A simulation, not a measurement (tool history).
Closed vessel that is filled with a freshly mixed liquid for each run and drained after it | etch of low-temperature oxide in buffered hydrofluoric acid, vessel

run  hour  temperature setpoint of the liquid (K)  parts of 40 % ammonium fluoride to one part of 49 % hydrofluoric acid (parts by volume)  time in the liquid (s)  thickness taken off the low-temperature oxide on a monitor wafer (nm)
  1   0.0                                  296.15                                                                                     18.0                      30                                                                 34.142
  2   6.0                                  297.15                                                                                     18.0                      30                                                                 36.351
  3   7.7                                  298.15                                                                                     18.0                      30                                                                 38.114
  4  11.8                                  298.15                                                                                     19.5                      30                                                                 35.174
  5  14.7                                  299.15                                                                                     19.5                      30                                                                 37.095
  6  18.1                                  299.15                                                                                     22.5                      30                                                                 33.645
  7  26.7                                  299.15                                                                                     22.5                      30                                                                 33.841
  8  35.3                                  300.15                                                                                     22.0                      30                                                                 36.374

Run 9 comes next. What will it give?
  9  40.4                                  300.65                                                                                     22.0                      30                                                                      ?

{"run 9": {"thickness taken off the low-temperature oxide on a monitor wafer (nm)": 36.866}}
